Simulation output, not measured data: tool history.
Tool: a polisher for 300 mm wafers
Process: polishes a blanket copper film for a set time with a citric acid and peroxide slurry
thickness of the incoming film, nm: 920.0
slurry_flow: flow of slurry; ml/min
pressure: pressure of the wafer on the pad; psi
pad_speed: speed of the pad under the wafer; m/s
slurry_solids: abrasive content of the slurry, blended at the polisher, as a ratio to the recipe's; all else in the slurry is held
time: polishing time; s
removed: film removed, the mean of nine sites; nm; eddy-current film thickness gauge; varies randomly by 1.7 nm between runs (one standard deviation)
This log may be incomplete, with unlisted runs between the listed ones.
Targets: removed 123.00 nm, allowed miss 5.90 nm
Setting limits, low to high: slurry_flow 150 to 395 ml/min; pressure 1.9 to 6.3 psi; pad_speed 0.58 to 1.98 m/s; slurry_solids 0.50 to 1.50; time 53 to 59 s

run 1 hour=0.0 | slurry_flow=250 pressure=4.1 pad_speed=1.28 slurry_solids=1.00 time=59 | removed=274.32
run 2 hour=1.9 | slurry_flow=250 pressure=4.6 pad_speed=1.28 slurry_solids=1.00 time=59 | removed=308.59
run 3 hour=6.7 | slurry_flow=250 pressure=3.9 pad_speed=1.18 slurry_solids=1.00 time=59 | removed=242.77
run 4 hour=14.7 | slurry_flow=250 pressure=3.9 pad_speed=1.18 slurry_solids=1.20 time=59 | removed=253.00
run 5 hour=21.5 | slurry_flow=250 pressure=3.3 pad_speed=1.08 slurry_solids=1.20 time=59 | removed=209.28
run 6 hour=29.5 | slurry_flow=250 pressure=2.9 pad_speed=0.98 slurry_solids=1.20 time=59 | removed=178.33
run 7 hour=31.2 | slurry_flow=250 pressure=2.6 pad_speed=0.92 slurry_solids=1.20 time=59 | removed=152.40
run 8 hour=37.1 | slurry_flow=250 pressure=2.4 pad_speed=0.90 slurry_solids=1.20 time=59 | removed=142.46
run 9 hour=39.9 | slurry_flow=250 pressure=2.3 pad_speed=0.90 slurry_solids=1.20 time=59 | removed=136.37

Of the 4 settings listed for the next run, only one would bring every result within its allowed miss of target. Which one?
run A hour=42.7 | slurry_flow=285 pressure=2.0 pad_speed=0.84 slurry_solids=1.15 time=53 | removed=?
run B hour=42.7 | slurry_flow=235 pressure=2.4 pad_speed=1.02 slurry_solids=1.10 time=59 | removed=?
run C hour=42.7 | slurry_flow=260 pressure=2.3 pad_speed=0.82 slurry_solids=1.35 time=59 | removed=?
run D hour=42.7 | slurry_flow=250 pressure=2.5 pad_speed=0.72 slurry_solids=1.20 time=58 | removed=?

move=A removed=107.42
move=B removed=154.31
move=C removed=132.76
move=D removed=123.60
A: the result that was furthest off in the last run now lies on the other side of its target
B: moves away from the targets compared with the last run
C: nearer than the last run, and not there yet
D: all results land within tolerance of their targets
D is the move that brings every result within its allowed miss.
